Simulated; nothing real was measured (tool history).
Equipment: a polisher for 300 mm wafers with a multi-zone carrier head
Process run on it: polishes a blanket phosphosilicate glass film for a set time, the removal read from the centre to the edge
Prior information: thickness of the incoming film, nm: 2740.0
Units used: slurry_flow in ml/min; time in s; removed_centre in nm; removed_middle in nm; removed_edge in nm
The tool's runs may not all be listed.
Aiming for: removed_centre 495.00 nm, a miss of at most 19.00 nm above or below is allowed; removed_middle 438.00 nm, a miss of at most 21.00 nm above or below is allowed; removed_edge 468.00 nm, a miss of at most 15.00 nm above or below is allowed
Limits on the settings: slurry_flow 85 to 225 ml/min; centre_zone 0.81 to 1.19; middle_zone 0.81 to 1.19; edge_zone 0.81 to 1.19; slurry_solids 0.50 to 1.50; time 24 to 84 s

run  hour  slurry_flow  centre_zone  middle_zone  edge_zone  slurry_solids  time  removed_centre  removed_middle  removed_edge
  1   0.0          145         1.00         1.00       1.00           1.00    54          402.22          414.50        417.36
  2   6.1          145         1.00         1.00       1.00           1.00    62          464.94          468.96        494.12
  3   8.7          145         1.02         0.98       0.98           1.00    62          474.42          465.07        480.74
  4   9.6          145         1.02         0.98       1.06           1.00    62          465.53          462.42        500.40
  5  16.9          145         0.96         0.98       1.06           1.00    62          450.56          462.49        496.75
  6  19.1          145         0.96         0.98       1.06           1.00    51          369.15          379.05        406.84
  7  22.6          160         1.02         0.98       1.07           1.05    51          400.40          394.13        427.22
  8  26.6          175         1.07         0.99       1.06           1.10    51          446.50          409.75        433.82
  9  31.6          185         1.08         1.00       1.08           1.10    51          453.96          429.99        436.45
 10  37.4          190         1.09         0.99       1.10           1.10    51          444.55          412.47        449.10
     44.2  -- edge zone pressure recalibrated
 11  44.2          195         1.11         1.00       1.10           1.10    51          452.67          424.30        431.72
 12  47.6          195         1.11         0.99       1.10           1.15    51          469.60          426.72        437.06

Pick the move, out of 4, that brings all results within their allowed miss; only one does.
  A  51.0          140         1.08         0.92       1.01           1.35    55               ?               ?             ?
  B  51.0          155         1.14         0.83       1.13           1.10    56               ?               ?             ?
  C  51.0          220         1.10         0.84       1.10           1.10    55               ?               ?             ?
  D  51.0          180         1.16         0.85       1.19           1.25    51               ?               ?             ?

move  removed_centre  removed_middle  removed_edge
   A          502.34          441.69        479.72
   B          502.68          385.36        475.45
   C          502.48          399.94        477.22
   D          502.32          385.21        473.63
A: in spec on every target
B: corrects the largest miss of the last run, while another result sits out of spec
C: corrects the largest miss of the last run, while another result sits out of spec
D: corrects the largest miss of the last run, while another result sits out of spec
Correct choice: A, which meets every target

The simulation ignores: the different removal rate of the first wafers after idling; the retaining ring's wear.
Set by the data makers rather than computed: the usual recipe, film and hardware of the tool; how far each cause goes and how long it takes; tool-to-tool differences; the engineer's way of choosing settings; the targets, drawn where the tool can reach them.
